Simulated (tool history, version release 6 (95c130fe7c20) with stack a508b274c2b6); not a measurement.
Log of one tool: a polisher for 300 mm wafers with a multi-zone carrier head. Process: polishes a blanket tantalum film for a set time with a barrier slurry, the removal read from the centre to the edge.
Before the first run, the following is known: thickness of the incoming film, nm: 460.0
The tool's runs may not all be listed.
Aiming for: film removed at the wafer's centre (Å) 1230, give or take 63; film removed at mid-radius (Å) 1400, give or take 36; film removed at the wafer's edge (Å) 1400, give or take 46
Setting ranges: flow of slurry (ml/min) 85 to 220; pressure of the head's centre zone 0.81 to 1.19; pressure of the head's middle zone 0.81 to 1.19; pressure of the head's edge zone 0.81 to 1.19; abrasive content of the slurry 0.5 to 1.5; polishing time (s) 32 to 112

run  hour  flow of slurry (ml/min)  pressure of the head's centre zone  pressure of the head's middle zone  pressure of the head's edge zone  abrasive content of the slurry  polishing time (s)  film removed at the wafer's centre (Å)  film removed at mid-radius (Å)  film removed at the wafer's edge (Å)
  1     0                      140                                   1                                   1                                 1                               1                  72                                   775.1                          770.62                                776.97
  2   8.1                      140                                1.08                                   1                                 1                               1                  72                                  831.43                          771.74                                787.24
  3  15.2                      145                                1.06                                1.01                              1.02                            1.05                  75                                  890.54                          832.42                                 846.3
  4  16.7                      145                                1.03                                1.02                              1.04                             1.1                  78                                  894.92                          892.66                                902.67
  5  21.9                      145                                1.03                                1.02                              1.04                             0.9                  78                                  847.92                          823.45                                819.53
  6  23.2                      145                                1.03                                0.95                              1.04                             0.9                  78                                   831.9                          779.12                                813.86
  7  29.7                      145                                1.02                                0.97                              1.05                               1                  80                                  858.39                          841.22                                901.61
  8    32                      150                                1.02                                0.99                              1.06                            1.05                  81                                  939.33                          882.93                                941.16
     34.2  -- worn pad replaced by a new one
  9  34.2                      110                                0.92                                1.09                              1.16                             1.3                 101                                  1112.3                            1314                                1391.4
 10  41.4                      110                                0.92                                1.09                              1.16                             1.3                 101                                  1140.3                            1320                                1366.5

4 candidate next runs follow, results not yet known. Just one meets every target within its allowed miss. Identify it.
  A  48.6                       90                                0.91                                1.09                              1.18                            1.25                 104                                       ?                               ?                                     ?
  B  48.6                      125                                1.05                                0.99                              1.05                            1.25                 102                                       ?                               ?                                     ?
  C  48.6                       95                                0.89                                 1.1                              1.04                             1.3                 106                                       ?                               ?                                     ?
  D  48.6                      135                                0.94                                1.09                              1.12                             1.3                 101                                       ?                               ?                                     ?

move  film removed at the wafer's centre (Å)  film removed at mid-radius (Å)  film removed at the wafer's edge (Å)
   A                                  1098.2                          1291.7                                  1362
   B                                  1349.1                          1253.3                                1323.9
   C                                  1123.6                          1359.9                                1328.1
   D                                  1229.6                          1382.8                                  1382
A: lands further from the targets than the last run did
B: lands further from the targets than the last run did
C: better than the last run, though not everything is in spec
D: every result within its allowed miss
Answer: D

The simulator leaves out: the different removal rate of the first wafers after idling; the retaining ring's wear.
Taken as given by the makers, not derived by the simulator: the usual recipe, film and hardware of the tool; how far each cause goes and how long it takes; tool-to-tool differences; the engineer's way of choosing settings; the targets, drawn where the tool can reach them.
